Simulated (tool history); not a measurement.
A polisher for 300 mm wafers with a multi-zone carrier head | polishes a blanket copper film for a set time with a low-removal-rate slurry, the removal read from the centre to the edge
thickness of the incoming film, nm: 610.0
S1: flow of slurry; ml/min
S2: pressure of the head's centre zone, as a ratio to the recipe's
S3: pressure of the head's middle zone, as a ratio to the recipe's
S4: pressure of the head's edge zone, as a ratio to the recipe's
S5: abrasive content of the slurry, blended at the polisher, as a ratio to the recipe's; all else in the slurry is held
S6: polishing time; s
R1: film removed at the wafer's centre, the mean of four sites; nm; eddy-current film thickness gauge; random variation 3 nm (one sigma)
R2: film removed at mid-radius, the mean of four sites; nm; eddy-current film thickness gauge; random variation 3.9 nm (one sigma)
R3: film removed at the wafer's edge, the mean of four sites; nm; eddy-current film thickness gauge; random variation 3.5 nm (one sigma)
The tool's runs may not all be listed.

{"run": 1, "hour": 0.0, "S1": 145, "S2": 1.0, "S3": 1.0, "S4": 1.0, "S5": 1.0, "S6": 65, "R1": 205.2, "R2": 205.28, "R3": 208.21}
{"run": 2, "hour": 3.2, "S1": 145, "S2": 1.05, "S3": 1.0, "S4": 1.0, "S5": 1.0, "S6": 65, "R1": 213.75, "R2": 204.45, "R3": 206.72}
{"run": 3, "hour": 7.3, "S1": 145, "S2": 1.05, "S3": 1.09, "S4": 1.0, "S5": 1.0, "S6": 65, "R1": 217.67, "R2": 222.8, "R3": 206.94}
{"run": 4, "hour": 7.8, "S1": 155, "S2": 1.04, "S3": 1.1, "S4": 1.05, "S5": 1.15, "S6": 68, "R1": 231.24, "R2": 238.05, "R3": 228.06}
{"run": 5, "hour": 12.9, "S1": 160, "S2": 1.04, "S3": 1.12, "S4": 1.08, "S5": 1.25, "S6": 72, "R1": 252.14, "R2": 268.76, "R3": 253.41}
{"run": 6, "hour": 19.9, "S1": 160, "S2": 1.04, "S3": 1.19, "S4": 1.08, "S5": 1.25, "S6": 72, "R1": 259.83, "R2": 279.4, "R3": 254.92}
{"run": 7, "hour": 23.5, "S1": 170, "S2": 1.05, "S3": 1.18, "S4": 1.12, "S5": 1.35, "S6": 73, "R1": 262.21, "R2": 294.45, "R3": 265.89}
{"run": 8, "hour": 32.0, "S1": 170, "S2": 1.1, "S3": 1.08, "S4": 1.18, "S5": 1.45, "S6": 80, "R1": 312.9, "R2": 297.83, "R3": 299.73}

The next listed run, before its measurement:
{"run": 9, "hour": 40.1, "S1": 165, "S2": 1.08, "S3": 1.1, "S4": 1.17, "S5": 1.45, "S6": 80, "R1": "?", "R2": "?", "R3": "?"}

{"run 9": {"R1": 306.66, "R2": 302.58, "R3": 300.66}}

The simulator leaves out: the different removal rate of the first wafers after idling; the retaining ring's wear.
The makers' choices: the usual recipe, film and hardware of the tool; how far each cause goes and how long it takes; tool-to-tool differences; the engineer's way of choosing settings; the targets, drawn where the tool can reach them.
